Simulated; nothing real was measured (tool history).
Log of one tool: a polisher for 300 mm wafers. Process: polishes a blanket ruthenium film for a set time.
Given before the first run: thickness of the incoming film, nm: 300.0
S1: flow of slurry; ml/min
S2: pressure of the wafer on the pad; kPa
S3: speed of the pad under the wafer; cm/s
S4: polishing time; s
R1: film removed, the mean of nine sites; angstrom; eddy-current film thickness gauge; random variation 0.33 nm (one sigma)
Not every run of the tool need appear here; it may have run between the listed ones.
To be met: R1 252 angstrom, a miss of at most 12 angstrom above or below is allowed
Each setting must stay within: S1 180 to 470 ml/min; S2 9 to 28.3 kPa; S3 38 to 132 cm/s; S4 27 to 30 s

| run | hour | S1 | S2 | S3 | S4 | R1 |
|---|---|---|---|---|---|---|
| 1 | 0 | 300 | 18.6 | 84 | 30 | 317.89 |
| 2 | 2.3 | 355 | 18.6 | 84 | 30 | 324.01 |
| 3 | 5.7 | 410 | 18.6 | 84 | 30 | 324.3 |
| 4 | 10.7 | 410 | 17.2 | 84 | 30 | 303.04 |
| 5 | 12.1 | 410 | 16.5 | 84 | 30 | 297.99 |
| 6 | 18.8 | 340 | 16.5 | 84 | 30 | 294.33 |
| 7 | 23.5 | 340 | 15.9 | 84 | 30 | 278.7 |
| 8 | 24 | 340 | 15.2 | 84 | 30 | 270.83 |

Exactly one of the 4 candidate moves below puts every result within its allowed miss. Which one?
| A | 24.5 | 365 | 15.9 | 88 | 30 | ? |
| B | 24.5 | 305 | 15.9 | 86 | 29 | ? |
| C | 24.5 | 350 | 18.6 | 76 | 29 | ? |
| D | 24.5 | 345 | 15.9 | 86 | 27 | ? |

| move | R1 |
|---|---|
| A | 294.55 |
| B | 276.04 |
| C | 295.09 |
| D | 259.47 |
A: its largest miss is bigger than the last run's
B: its largest miss is bigger than the last run's
C: its largest miss is bigger than the last run's
D: all results land within tolerance of their targets
Go with D: it meets all targets.
